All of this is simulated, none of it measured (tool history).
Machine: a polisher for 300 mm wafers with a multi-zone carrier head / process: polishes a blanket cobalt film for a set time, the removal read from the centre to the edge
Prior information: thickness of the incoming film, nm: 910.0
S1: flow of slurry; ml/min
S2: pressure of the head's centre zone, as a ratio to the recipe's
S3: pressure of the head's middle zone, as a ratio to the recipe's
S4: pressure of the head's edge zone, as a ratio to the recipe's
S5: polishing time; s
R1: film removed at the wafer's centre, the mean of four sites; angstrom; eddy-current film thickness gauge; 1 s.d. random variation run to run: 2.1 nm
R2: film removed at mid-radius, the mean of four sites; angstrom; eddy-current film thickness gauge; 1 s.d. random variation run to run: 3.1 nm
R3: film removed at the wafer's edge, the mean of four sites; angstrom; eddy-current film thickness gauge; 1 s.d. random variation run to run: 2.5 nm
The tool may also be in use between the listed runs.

Run 1, day 0: S1 190 ml/min, S2 1, S3 1, S4 1, S5 62 s. Result: R1 2261.8 angstrom, R2 2277.9 angstrom, R3 2284.7 angstrom.
Run 2, day 0.325: S1 190 ml/min, S2 0.99, S3 1.02, S4 0.99, S5 62 s. Result: R1 2281 angstrom, R2 2374.7 angstrom, R3 2298 angstrom.
Run 3, day 0.671: S1 190 ml/min, S2 0.99, S3 1.02, S4 1.04, S5 62 s. Result: R1 2279.3 angstrom, R2 2393.7 angstrom, R3 2339.5 angstrom.
Run 4, day 1: S1 190 ml/min, S2 0.91, S3 1.02, S4 1.04, S5 62 s. Result: R1 2089.3 angstrom, R2 2369 angstrom, R3 2351.1 angstrom.
Run 5, day 1.371: S1 190 ml/min, S2 0.91, S3 1.02, S4 1.04, S5 48 s. Result: R1 1598.6 angstrom, R2 1854.9 angstrom, R3 1846.3 angstrom.
Run 6, day 1.425: S1 200 ml/min, S2 0.94, S3 1.05, S4 1.06, S5 50 s. Result: R1 1731.6 angstrom, R2 1985 angstrom, R3 1932.8 angstrom.
Run 7, day 1.458: S1 205 ml/min, S2 0.96, S3 1.07, S4 1.08, S5 52 s. Result: R1 1884.8 angstrom, R2 2105.4 angstrom, R3 2013.6 angstrom.

Forecast run 8:
Run 8, day 1.742: S1 210 ml/min, S2 0.96, S3 1.09, S4 1.09, S5 53 s. Result: R1 ?, R2 ?, R3 ?.

Run 8 produced R1 1912.8 angstrom, R2 2188.5 angstrom, R3 2090.9 angstrom.
